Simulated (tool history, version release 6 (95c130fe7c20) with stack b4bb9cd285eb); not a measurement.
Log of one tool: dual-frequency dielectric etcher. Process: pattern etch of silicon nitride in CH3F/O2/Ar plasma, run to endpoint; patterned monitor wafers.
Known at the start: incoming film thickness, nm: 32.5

Run 1, day 0: source power (kW) 0.55, bias power (kW) 0.073. Result: endpoint time (s) 46.377.
Run 2, day 0.025: source power (kW) 0.55, bias power (kW) 0.078. Result: endpoint time (s) 46.851.
Run 3, day 0.238: source power (kW) 0.58, bias power (kW) 0.078. Result: endpoint time (s) 45.466.
Run 4, day 0.5: source power (kW) 0.6, bias power (kW) 0.079. Result: endpoint time (s) 44.039.
Run 5, day 0.767: source power (kW) 0.64, bias power (kW) 0.079. Result: endpoint time (s) 43.021.
Run 6, day 1.05: source power (kW) 0.64, bias power (kW) 0.069. Result: endpoint time (s) 45.063.

Expected results for the next run?
Run 7, day 1.308: source power (kW) 0.65, bias power (kW) 0.07. Result: endpoint time (s) ?.

Run 7 came out at endpoint time (s) 44.069.

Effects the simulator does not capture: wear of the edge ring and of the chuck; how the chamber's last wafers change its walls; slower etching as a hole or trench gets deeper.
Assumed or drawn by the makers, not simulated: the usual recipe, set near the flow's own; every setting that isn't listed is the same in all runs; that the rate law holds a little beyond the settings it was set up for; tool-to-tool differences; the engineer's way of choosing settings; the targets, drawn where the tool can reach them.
